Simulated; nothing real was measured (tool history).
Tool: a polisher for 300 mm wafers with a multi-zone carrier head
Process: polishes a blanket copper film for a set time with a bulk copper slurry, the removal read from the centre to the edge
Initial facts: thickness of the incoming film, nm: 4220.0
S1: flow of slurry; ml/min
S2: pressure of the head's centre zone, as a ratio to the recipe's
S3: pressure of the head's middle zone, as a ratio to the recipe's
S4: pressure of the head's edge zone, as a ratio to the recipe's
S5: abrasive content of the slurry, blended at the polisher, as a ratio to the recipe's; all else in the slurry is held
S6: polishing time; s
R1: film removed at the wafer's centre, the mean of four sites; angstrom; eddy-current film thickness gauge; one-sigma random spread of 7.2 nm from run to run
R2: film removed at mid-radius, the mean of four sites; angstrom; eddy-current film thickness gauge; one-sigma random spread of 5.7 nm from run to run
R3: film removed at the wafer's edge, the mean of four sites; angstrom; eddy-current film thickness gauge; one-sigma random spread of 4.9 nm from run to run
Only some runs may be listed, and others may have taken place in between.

{"run": 1, "hour": 0.0, "S1": 265, "S2": 1, "S3": 1, "S4": 1, "S5": 1, "S6": 61, "R1": 7081, "R2": 6854.7, "R3": 6976.7}
{"run": 2, "hour": 8.6, "S1": 295, "S2": 1, "S3": 1, "S4": 1, "S5": 1, "S6": 61, "R1": 7101, "R2": 7083.5, "R3": 7089.1}
{"run": 3, "hour": 17.3, "S1": 250, "S2": 1, "S3": 1, "S4": 1, "S5": 1, "S6": 61, "R1": 6997.6, "R2": 6817.6, "R3": 6965.1}
{"run": 4, "hour": 25.7, "S1": 250, "S2": 1, "S3": 1, "S4": 1, "S5": 1, "S6": 74, "R1": 8428.1, "R2": 8536.6, "R3": 8522.8}
{"run": 5, "hour": 29.7, "S1": 240, "S2": 0.99, "S3": 0.97, "S4": 0.98, "S5": 0.9, "S6": 73, "R1": 8011.6, "R2": 7803, "R3": 8183.8}
{"run": 6, "hour": 31.6, "S1": 240, "S2": 0.95, "S3": 0.97, "S4": 0.98, "S5": 0.9, "S6": 73, "R1": 7712.3, "R2": 7979.9, "R3": 8142.9}
{"run": 7, "hour": 33.8, "S1": 235, "S2": 0.95, "S3": 0.95, "S4": 0.96, "S5": 0.8, "S6": 72, "R1": 7371.1, "R2": 7453.7, "R3": 7610.9}
{"run": 8, "hour": 37.1, "S1": 225, "S2": 0.94, "S3": 0.92, "S4": 0.95, "S5": 0.75, "S6": 72, "R1": 7255, "R2": 7272.7, "R3": 7610.6}
{"run": 9, "hour": 44.4, "S1": 220, "S2": 0.94, "S3": 0.9, "S4": 0.94, "S5": 0.7, "S6": 71, "R1": 6948.8, "R2": 6745, "R3": 7279}
{"run": 10, "hour": 49.3, "S1": 215, "S2": 0.94, "S3": 0.89, "S4": 0.92, "S5": 0.65, "S6": 71, "R1": 7059.5, "R2": 6521.1, "R3": 7114}
{"run": 11, "hour": 52.3, "S1": 210, "S2": 0.93, "S3": 0.88, "S4": 0.91, "S5": 0.6, "S6": 71, "R1": 6707.1, "R2": 6392.7, "R3": 6947.6}
{"run": 12, "hour": 59.5, "S1": 205, "S2": 0.93, "S3": 0.87, "S4": 0.9, "S5": 0.6, "S6": 71, "R1": 6622.4, "R2": 6355.8, "R3": 6953.6}
{"run": 13, "hour": 65.4, "S1": 205, "S2": 0.93, "S3": 0.87, "S4": 0.9, "S5": 0.6, "S6": 71, "R1": 6657.1, "R2": 6257.4, "R3": 6947.7}
{"run": 14, "hour": 68.0, "S1": 205, "S2": 0.93, "S3": 0.87, "S4": 0.89, "S5": 0.6, "S6": 71, "R1": 6797.7, "R2": 6412.2, "R3": 6945.2}
{"run": 15, "hour": 73.0, "S1": 205, "S2": 0.93, "S3": 0.86, "S4": 0.89, "S5": 0.6, "S6": 71, "R1": 6608.3, "R2": 6315.8, "R3": 6946.6}
{"run": 16, "hour": 73.8, "S1": 205, "S2": 0.93, "S3": 0.85, "S4": 0.88, "S5": 0.6, "S6": 71, "R1": 6549.3, "R2": 6226.4, "R3": 6945}
{"run": 17, "hour": 78.9, "S1": 205, "S2": 0.93, "S3": 0.85, "S4": 0.87, "S5": 0.6, "S6": 71, "R1": 6701, "R2": 6105.7, "R3": 6895.5}
{"run": 18, "hour": 79.9, "S1": 195, "S2": 0.89, "S3": 0.84, "S4": 0.81, "S5": 0.5, "S6": 69, "R1": 5967, "R2": 5713.6, "R3": 6329}
{"hour": 83.2, "done": "worn pad replaced by a new one"}
{"run": 19, "hour": 83.2, "S1": 215, "S2": 0.93, "S3": 0.84, "S4": 0.83, "S5": 0.5, "S6": 69, "R1": 6971, "R2": 6408.6, "R3": 6991.5}

Run 20, settings as shown, results not yet in. Your forecast:
{"run": 20, "hour": 85.2, "S1": 205, "S2": 0.93, "S3": 0.84, "S4": 0.83, "S5": 0.5, "S6": 69, "R1": "?", "R2": "?", "R3": "?"}

R1: 6940.5 angstrom
R2: 6257.9 angstrom
R3: 6952.5 angstrom

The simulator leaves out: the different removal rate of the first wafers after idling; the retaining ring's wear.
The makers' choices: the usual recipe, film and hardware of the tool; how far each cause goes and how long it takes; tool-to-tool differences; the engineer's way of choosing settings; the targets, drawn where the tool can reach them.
